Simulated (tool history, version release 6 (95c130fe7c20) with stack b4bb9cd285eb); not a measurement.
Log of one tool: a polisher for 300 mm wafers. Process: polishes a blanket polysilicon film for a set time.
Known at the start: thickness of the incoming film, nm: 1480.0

run,hour,flow of slurry (ml/min),pressure of the wafer on the pad (psi),speed of the pad under the wafer (cm/s),polishing time (s),film removed (angstrom)
1,0.0,300,1.9,84,61,2186.8
2,5.8,300,1.9,72,61,1909.6
3,14.6,300,2.2,72,61,2200.0
4,20.0,300,2.2,94,61,2802.6
# hour 21.2: head pressure recalibrated
5,21.2,330,2.2,94,61,3076.3
6,26.0,340,2.2,94,61,2985.5
7,31.8,360,2.2,94,61,3032.3
8,37.6,370,2.2,94,61,3021.2
9,43.5,375,2.3,94,61,3190.1

Run 10 comes next. What will it give?
10,47.7,380,2.3,94,61,?

{"run 10": {"film removed (angstrom)": 3207.1}}

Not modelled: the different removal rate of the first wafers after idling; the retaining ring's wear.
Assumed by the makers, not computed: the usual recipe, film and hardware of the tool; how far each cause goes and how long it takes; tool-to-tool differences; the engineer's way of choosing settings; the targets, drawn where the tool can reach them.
